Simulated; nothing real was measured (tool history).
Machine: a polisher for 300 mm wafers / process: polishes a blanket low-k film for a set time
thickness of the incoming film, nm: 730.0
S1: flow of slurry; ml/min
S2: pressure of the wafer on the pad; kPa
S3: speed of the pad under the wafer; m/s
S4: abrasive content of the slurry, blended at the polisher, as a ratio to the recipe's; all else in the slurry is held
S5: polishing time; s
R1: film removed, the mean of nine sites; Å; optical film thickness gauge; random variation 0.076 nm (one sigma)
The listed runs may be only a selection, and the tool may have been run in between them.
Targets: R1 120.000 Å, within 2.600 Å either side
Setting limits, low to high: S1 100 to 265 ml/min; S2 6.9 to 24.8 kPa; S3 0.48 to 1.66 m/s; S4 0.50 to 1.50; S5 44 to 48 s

run	hour	S1	S2	S3	S4	S5	R1
1	0.0	170	15.9	1.06	1.00	48	209.660
2	6.5	205	15.9	1.06	1.00	48	214.300
3	8.2	200	15.2	1.06	1.00	48	204.490
4	9.3	200	15.2	0.90	1.00	48	187.450
5	14.7	200	15.2	0.90	1.00	48	185.750
6	15.8	195	14.5	0.90	1.00	48	177.080
7	20.8	190	13.8	0.90	1.00	48	169.700
8	23.9	185	13.1	0.90	1.00	48	161.060
9	31.6	180	12.4	0.90	1.00	48	152.120
10	33.2	130	9.0	0.90	1.00	48	104.960
11	38.3	130	9.0	0.90	1.00	48	104.530
12	43.5	135	9.0	0.90	1.00	48	105.010
13	52.3	140	9.0	0.90	1.00	48	106.010
14	60.9	145	9.0	0.90	1.00	48	107.510
15	64.3	150	9.0	0.90	1.00	48	108.630
16	71.8	155	9.0	0.90	1.00	48	108.340
17	74.4	155	9.0	0.90	1.00	48	107.860
18	75.4	160	9.0	0.90	1.00	48	108.880
19	80.5	165	9.0	0.90	1.00	48	110.340

Below are 5 possible settings for the next run. Only one of them brings all results inside the allowed miss of their targets. Which is it?
A	85.6	165	7.6	1.18	1.10	47	?
B	85.6	180	7.6	0.94	1.05	46	?
C	85.6	155	10.3	0.90	1.05	48	?
D	85.6	200	6.9	1.50	1.20	44	?
E	85.6	205	9.7	0.66	0.90	47	?

move	R1
A	112.950
B	95.922
C	127.530
D	119.940
E	97.028
A: nearer than the last run, and not there yet
B: lands further from the targets than the last run did
C: moves the result that the last run missed by most past its target, out the other side
D: meets every target
E: lands further from the targets than the last run did
Correct choice: D, which meets every target

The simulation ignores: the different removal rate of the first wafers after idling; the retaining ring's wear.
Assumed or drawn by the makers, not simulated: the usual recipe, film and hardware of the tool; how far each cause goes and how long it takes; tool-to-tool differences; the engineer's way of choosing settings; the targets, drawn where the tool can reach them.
